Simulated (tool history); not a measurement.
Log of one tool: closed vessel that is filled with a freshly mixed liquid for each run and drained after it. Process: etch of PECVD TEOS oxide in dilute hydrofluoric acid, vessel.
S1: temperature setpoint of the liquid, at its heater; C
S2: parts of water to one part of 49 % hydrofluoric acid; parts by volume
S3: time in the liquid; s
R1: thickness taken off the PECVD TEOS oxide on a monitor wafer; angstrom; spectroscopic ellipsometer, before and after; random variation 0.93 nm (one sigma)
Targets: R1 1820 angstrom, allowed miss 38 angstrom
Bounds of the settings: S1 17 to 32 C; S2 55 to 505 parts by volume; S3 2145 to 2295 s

run,hour,S1,S2,S3,R1
1,0,24,280,2145,777.14
2,4,24,370,2145,541.36
3,13.2,25.5,370,2145,574.73
4,21.1,27,315,2145,742.89
# hour 26.6: hydrofluoric acid flow meter replaced
5,26.6,28,270,2145,818.36
6,30.4,28.5,215,2165,1113.1
7,33.9,29,185,2165,1371.5
8,35.1,29.5,170,2165,1550.3

5 next moves are on the table. One of them brings every result within its allowed miss. Which?
A,36.3,24,125,2285,?
B,36.3,26.5,135,2280,?
C,36.3,27.5,145,2280,?
D,36.3,30,150,2230,?
E,36.3,28.5,145,2295,?

move,R1
A,1916.4
B,1925
C,1837.5
D,1891.1
E,1919
A: takes the result that was furthest off past its target
B: takes the result that was furthest off past its target
C: meets every target
D: takes the result that was furthest off past its target
E: takes the result that was furthest off past its target
Move C is the one to make.

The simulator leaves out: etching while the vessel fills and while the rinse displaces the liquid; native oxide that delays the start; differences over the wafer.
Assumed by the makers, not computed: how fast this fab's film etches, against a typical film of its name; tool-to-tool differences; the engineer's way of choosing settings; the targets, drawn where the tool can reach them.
